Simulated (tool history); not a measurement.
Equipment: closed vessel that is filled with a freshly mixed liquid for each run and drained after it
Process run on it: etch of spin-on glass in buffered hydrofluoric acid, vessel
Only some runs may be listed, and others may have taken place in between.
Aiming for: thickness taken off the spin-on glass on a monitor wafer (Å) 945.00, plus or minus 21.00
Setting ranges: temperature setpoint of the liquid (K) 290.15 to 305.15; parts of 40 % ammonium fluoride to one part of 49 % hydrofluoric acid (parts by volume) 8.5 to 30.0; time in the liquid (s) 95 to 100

run,hour,temperature setpoint of the liquid (K),parts of 40 % ammonium fluoride to one part of 49 % hydrofluoric acid (parts by volume),time in the liquid (s),thickness taken off the spin-on glass on a monitor wafer (Å)
1,0.0,297.15,23.0,95,1254.00
2,6.6,298.65,23.0,95,1352.20
3,14.8,300.15,23.0,95,1468.70
4,16.3,300.15,23.0,95,1475.80
5,17.8,298.65,23.0,95,1357.20
6,19.7,298.65,23.0,100,1422.70
7,22.5,294.65,23.5,100,1133.30
8,30.3,294.15,23.5,100,1100.20
9,35.0,293.65,23.5,100,1057.80
10,37.4,293.15,23.5,100,1036.90
11,45.8,292.65,23.5,100,1015.90
12,51.3,292.15,23.5,100,976.61

4 candidate next runs follow, results not yet known. Just one meets every target within its allowed miss. Identify it.
A,56.8,294.15,27.0,100,?
B,56.8,295.15,29.0,95,?
C,56.8,292.65,22.5,95,?
D,56.8,292.15,21.5,95,?

move,thickness taken off the spin-on glass on a monitor wafer (Å)
A,1000.10
B,956.26
C,990.57
D,999.70
A: the biggest miss grows against the last run
B: every result lands within tolerance
C: the biggest miss grows against the last run
D: the biggest miss grows against the last run
B meets every target.

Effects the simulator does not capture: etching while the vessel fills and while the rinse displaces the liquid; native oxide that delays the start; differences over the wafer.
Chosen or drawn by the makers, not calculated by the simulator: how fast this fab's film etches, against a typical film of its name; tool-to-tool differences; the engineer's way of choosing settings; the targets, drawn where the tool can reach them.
